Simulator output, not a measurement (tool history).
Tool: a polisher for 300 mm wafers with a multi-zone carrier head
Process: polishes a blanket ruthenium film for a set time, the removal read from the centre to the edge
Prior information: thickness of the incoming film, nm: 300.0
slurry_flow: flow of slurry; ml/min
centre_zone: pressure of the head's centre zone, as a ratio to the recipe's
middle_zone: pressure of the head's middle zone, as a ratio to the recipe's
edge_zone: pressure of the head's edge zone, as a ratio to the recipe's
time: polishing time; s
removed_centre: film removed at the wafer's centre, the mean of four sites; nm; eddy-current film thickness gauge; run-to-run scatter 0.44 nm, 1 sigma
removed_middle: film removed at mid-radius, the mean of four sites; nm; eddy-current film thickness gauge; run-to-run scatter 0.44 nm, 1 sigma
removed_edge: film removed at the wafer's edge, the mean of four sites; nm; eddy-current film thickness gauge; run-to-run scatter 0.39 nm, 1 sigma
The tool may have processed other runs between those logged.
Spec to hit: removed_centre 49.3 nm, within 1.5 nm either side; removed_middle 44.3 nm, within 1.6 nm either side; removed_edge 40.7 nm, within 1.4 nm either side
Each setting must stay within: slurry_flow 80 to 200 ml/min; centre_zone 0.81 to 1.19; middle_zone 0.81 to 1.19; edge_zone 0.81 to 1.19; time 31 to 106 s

Run 1, hour 0: slurry_flow 130 ml/min, centre_zone 1, middle_zone 1, edge_zone 1, time 68 s. Result: removed_centre 54.922 nm, removed_middle 54.41 nm, removed_edge 55.327 nm.
Run 2, hour 8.1: slurry_flow 130 ml/min, centre_zone 1, middle_zone 1, edge_zone 1, time 82 s. Result: removed_centre 66.398 nm, removed_middle 66.955 nm, removed_edge 66.672 nm.
Run 3, hour 16.3: slurry_flow 130 ml/min, centre_zone 0.92, middle_zone 1, edge_zone 1, time 82 s. Result: removed_centre 61.413 nm, removed_middle 65.672 nm, removed_edge 66.189 nm.
Run 4, hour 21.9: slurry_flow 130 ml/min, centre_zone 0.92, middle_zone 1.04, edge_zone 1, time 82 s. Result: removed_centre 61.288 nm, removed_middle 66.466 nm, removed_edge 65.739 nm.
Run 5, hour 29.7: slurry_flow 130 ml/min, centre_zone 0.98, middle_zone 1.03, edge_zone 0.95, time 73 s. Result: removed_centre 58.415 nm, removed_middle 60.099 nm, removed_edge 57.577 nm.
Run 6, hour 32.9: slurry_flow 130 ml/min, centre_zone 0.98, middle_zone 1.11, edge_zone 0.95, time 73 s. Result: removed_centre 58.499 nm, removed_middle 63.068 nm, removed_edge 56.374 nm.
Run 7, hour 33.5: slurry_flow 110 ml/min, centre_zone 1.08, middle_zone 1.01, edge_zone 0.85, time 54 s. Result: removed_centre 45.971 nm, removed_middle 42.15 nm, removed_edge 39.129 nm.
Run 8, hour 39.8: slurry_flow 115 ml/min, centre_zone 1.08, middle_zone 1.01, edge_zone 0.85, time 54 s. Result: removed_centre 46.723 nm, removed_middle 42.392 nm, removed_edge 39.885 nm.
Run 9, hour 42.2: slurry_flow 115 ml/min, centre_zone 1.08, middle_zone 1.01, edge_zone 0.85, time 54 s. Result: removed_centre 45.761 nm, removed_middle 42.766 nm, removed_edge 39.073 nm.
Run 10, hour 48.9: slurry_flow 120 ml/min, centre_zone 1.09, middle_zone 1.01, edge_zone 0.86, time 54 s. Result: removed_centre 47.008 nm, removed_middle 43.087 nm, removed_edge 39.85 nm.

Consider the 4 candidate settings below. Which is the only one whose results all fall within their allowed miss of target?
Run A, hour 55.6: slurry_flow 180 ml/min, centre_zone 1.11, middle_zone 1.03, edge_zone 0.91, time 51 s. Result: removed_centre ?, removed_middle ?, removed_edge ?.
Run B, hour 55.6: slurry_flow 105 ml/min, centre_zone 1.1, middle_zone 1.12, edge_zone 0.81, time 54 s. Result: removed_centre ?, removed_middle ?, removed_edge ?.
Run C, hour 55.6: slurry_flow 80 ml/min, centre_zone 1.06, middle_zone 1.08, edge_zone 0.83, time 62 s. Result: removed_centre ?, removed_middle ?, removed_edge ?.
Run D, hour 55.6: slurry_flow 110 ml/min, centre_zone 1.16, middle_zone 0.97, edge_zone 0.9, time 55 s. Result: removed_centre ?, removed_middle ?, removed_edge ?.

move  removed_centre  removed_middle  removed_edge
   A          49.166          45.067        41.202
   B          45.384          45.016        38.191
   C          45.557          46.449        41.956
   D          49.415          42.296         41.18
A: hits every target within its allowed miss
B: further off than the last run
C: further off than the last run
D: the furthest-off result lands on target, but another misses its tolerance
Go with A: it meets all targets.
